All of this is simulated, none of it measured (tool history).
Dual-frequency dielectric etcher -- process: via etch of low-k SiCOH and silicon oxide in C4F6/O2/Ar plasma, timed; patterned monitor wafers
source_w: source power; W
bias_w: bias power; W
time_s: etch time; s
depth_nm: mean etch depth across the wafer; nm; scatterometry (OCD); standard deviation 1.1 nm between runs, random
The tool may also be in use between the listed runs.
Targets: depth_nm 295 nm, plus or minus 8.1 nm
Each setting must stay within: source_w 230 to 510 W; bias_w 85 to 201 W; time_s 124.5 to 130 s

run	hour	source_w	bias_w	time_s	depth_nm
1	0	370	143	124.5	325.64
2	7.1	370	143	124.5	327.61
3	14.5	420	143	124.5	355.53
4	23.1	420	156	124.5	362.22
5	25.8	420	180	124.5	377.65
6	33.4	370	175	124.5	347.46
7	34.2	340	172	124.5	327.53
8	38.3	320	170	124.5	313.66
9	41.5	310	169	124.5	306.12

Pick the move, out of 4, that brings all results within their allowed miss; only one does.
A	44.7	350	142	126.5	?
B	44.7	290	177	130	?
C	44.7	280	181	127	?
D	44.7	350	139	124.5	?

move	depth_nm
A	322.09
B	310.64
C	297.67
D	315.04
A: the biggest miss grows against the last run
B: the biggest miss grows against the last run
C: all results land within tolerance of their targets
D: the biggest miss grows against the last run
C meets every target.

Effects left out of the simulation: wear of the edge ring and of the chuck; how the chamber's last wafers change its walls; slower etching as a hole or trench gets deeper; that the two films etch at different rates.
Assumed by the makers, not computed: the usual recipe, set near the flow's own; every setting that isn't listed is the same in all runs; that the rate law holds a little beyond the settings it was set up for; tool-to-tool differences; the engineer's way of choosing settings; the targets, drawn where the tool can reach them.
